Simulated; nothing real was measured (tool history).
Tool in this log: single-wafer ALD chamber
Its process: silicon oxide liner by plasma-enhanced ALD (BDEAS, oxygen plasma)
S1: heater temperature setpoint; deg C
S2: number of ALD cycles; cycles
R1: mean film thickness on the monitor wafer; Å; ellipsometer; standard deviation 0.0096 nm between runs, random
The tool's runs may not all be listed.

run 1 hour=0.0 | S1=310 S2=64 | R1=54.902
run 2 hour=4.5 | S1=300 S2=64 | R1=55.559
run 3 hour=7.9 | S1=300 S2=59 | R1=51.301
run 4 hour=12.9 | S1=300 S2=53 | R1=45.929
run 5 hour=16.9 | S1=300 S2=59 | R1=51.274
run 6 hour=20.4 | S1=305 S2=59 | R1=50.930

Forecast run 7:
-- hour=23.9 thermocouple changed; heater temperature recalibrated
run 7 hour=23.9 | S1=305 S2=57 | R1=?

R1: 49.380 Å

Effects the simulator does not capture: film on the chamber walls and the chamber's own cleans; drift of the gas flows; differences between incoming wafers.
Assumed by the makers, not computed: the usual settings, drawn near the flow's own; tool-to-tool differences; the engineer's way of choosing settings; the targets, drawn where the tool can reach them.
